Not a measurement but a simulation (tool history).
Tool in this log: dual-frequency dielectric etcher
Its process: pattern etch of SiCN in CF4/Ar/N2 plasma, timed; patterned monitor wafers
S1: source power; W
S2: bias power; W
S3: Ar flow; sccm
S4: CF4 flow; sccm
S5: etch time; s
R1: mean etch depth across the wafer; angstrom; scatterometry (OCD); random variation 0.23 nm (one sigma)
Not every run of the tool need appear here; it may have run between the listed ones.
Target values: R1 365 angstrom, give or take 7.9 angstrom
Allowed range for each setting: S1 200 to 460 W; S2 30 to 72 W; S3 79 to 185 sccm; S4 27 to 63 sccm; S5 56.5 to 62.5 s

{"run": 1, "day": 0.0, "S1": 330, "S2": 51, "S3": 132, "S4": 45, "S5": 62.5, "R1": 295.97}
{"run": 2, "day": 0.092, "S1": 330, "S2": 45, "S3": 132, "S4": 45, "S5": 62.5, "R1": 285.61}
{"run": 3, "day": 0.171, "S1": 350, "S2": 45, "S3": 132, "S4": 45, "S5": 62.5, "R1": 300.04}
{"run": 4, "day": 0.333, "S1": 370, "S2": 45, "S3": 132, "S4": 45, "S5": 62.5, "R1": 317.77}
{"run": 5, "day": 0.571, "S1": 380, "S2": 45, "S3": 132, "S4": 45, "S5": 62.5, "R1": 322.56}
{"run": 6, "day": 0.771, "S1": 390, "S2": 45, "S3": 132, "S4": 45, "S5": 62.5, "R1": 332.26}
{"run": 7, "day": 1.092, "S1": 400, "S2": 45, "S3": 132, "S4": 45, "S5": 62.5, "R1": 334.34}
{"run": 8, "day": 1.354, "S1": 410, "S2": 45, "S3": 132, "S4": 45, "S5": 62.5, "R1": 347.39}
{"run": 9, "day": 1.696, "S1": 410, "S2": 45, "S3": 132, "S4": 45, "S5": 62.5, "R1": 344.69}

Below are 5 possible settings for the next run. Only one of them brings all results inside the allowed miss of their targets. Which is it?
{"run": "A", "day": 2.038, "S1": 410, "S2": 54, "S3": 113, "S4": 47, "S5": 62.5, "R1": "?"}
{"run": "B", "day": 2.038, "S1": 400, "S2": 59, "S3": 115, "S4": 45, "S5": 60.5, "R1": "?"}
{"run": "C", "day": 2.038, "S1": 460, "S2": 48, "S3": 101, "S4": 49, "S5": 57.5, "R1": "?"}
{"run": "D", "day": 2.038, "S1": 440, "S2": 58, "S3": 126, "S4": 45, "S5": 59.5, "R1": "?"}
{"run": "E", "day": 2.038, "S1": 410, "S2": 68, "S3": 124, "S4": 56, "S5": 58.5, "R1": "?"}

move=A R1=379.9
move=B R1=364.85
move=C R1=387.05
move=D R1=382.53
move=E R1=386.33
A: carries the result that was furthest off beyond its target, to the other side
B: in spec on every target
C: carries the result that was furthest off beyond its target, to the other side
D: carries the result that was furthest off beyond its target, to the other side
E: carries the result that was furthest off beyond its target, to the other side
Correct choice: B, which meets every target
